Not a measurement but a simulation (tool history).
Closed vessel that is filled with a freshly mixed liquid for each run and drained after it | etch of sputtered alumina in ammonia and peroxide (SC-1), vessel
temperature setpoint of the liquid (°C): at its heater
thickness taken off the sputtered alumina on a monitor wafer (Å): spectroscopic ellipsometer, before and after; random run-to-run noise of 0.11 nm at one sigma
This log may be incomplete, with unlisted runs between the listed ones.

run	hour	temperature setpoint of the liquid (°C)	parts of 29 % ammonia solution to one part of 30 % peroxide (parts by volume)	time in the liquid (s)	thickness taken off the sputtered alumina on a monitor wafer (Å)
1	0	54	0.45	170	114.23
2	1	54.5	0.45	170	115.97
3	2.4	55	0.45	170	119.47
4	10	55	0.55	170	121.94
5	12.4	49	0.55	170	87.723
6	19.8	51	0.55	170	96.952
7	25	52.5	0.55	170	107.07

What will run 8 give?
8	32.7	53.5	0.55	170	?

Logged for run 8: thickness taken off the sputtered alumina on a monitor wafer (Å) 112.8.

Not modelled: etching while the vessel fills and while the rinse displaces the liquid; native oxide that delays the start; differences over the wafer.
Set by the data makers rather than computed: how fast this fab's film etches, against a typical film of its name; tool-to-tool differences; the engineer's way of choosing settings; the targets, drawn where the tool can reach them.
